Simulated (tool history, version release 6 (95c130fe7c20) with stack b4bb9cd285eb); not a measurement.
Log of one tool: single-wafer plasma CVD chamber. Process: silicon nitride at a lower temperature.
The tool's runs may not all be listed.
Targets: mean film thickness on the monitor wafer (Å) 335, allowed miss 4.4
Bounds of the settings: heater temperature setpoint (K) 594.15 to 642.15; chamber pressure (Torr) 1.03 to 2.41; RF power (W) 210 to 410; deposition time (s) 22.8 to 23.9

run  hour  heater temperature setpoint (K)  chamber pressure (Torr)  RF power (W)  deposition time (s)  mean film thickness on the monitor wafer (Å)
  1     0                           618.15                     1.72           310                 23.9                                         298.1
  2   1.4                           618.15                     1.83           310                 23.9                                        302.43
  3   3.5                           618.15                     1.83           275                 23.9                                        269.98
  4   4.6                           618.15                     1.92           285                 23.9                                        282.64
  5   6.6                           628.15                     1.92           285                 23.9                                         281.4
  6  10.7                           628.15                        2           295                 23.9                                        294.64
  7  13.8                           628.15                     2.07           300                 23.9                                        301.11
  8  18.1                           628.15                     2.12           305                 23.9                                        307.52
  9  19.7                           628.15                     2.17           310                 23.9                                        315.83
 10  21.8                           628.15                     2.17           310                 23.9                                        312.29
 11  24.9                           628.15                     2.21           315                 23.9                                        317.77

Which of these 5 next moves meets every target?
  A    28                           617.15                     2.31           330                 23.6                                             ?
  B    28                           626.15                     2.19           315                 23.1                                             ?
  C    28                           622.15                      2.2           315                 23.9                                             ?
  D    28                           631.15                     2.33           305                 23.9                                             ?
  E    28                           627.15                     2.22           310                   23                                             ?

move  mean film thickness on the monitor wafer (Å)
   A                                        333.66
   B                                        308.52
   C                                        320.06
   D                                        313.54
   E                                        303.53
A: meets every target
B: further off than the last run
C: nearer than the last run, and not there yet
D: further off than the last run
E: further off than the last run
Move A is the one to make.
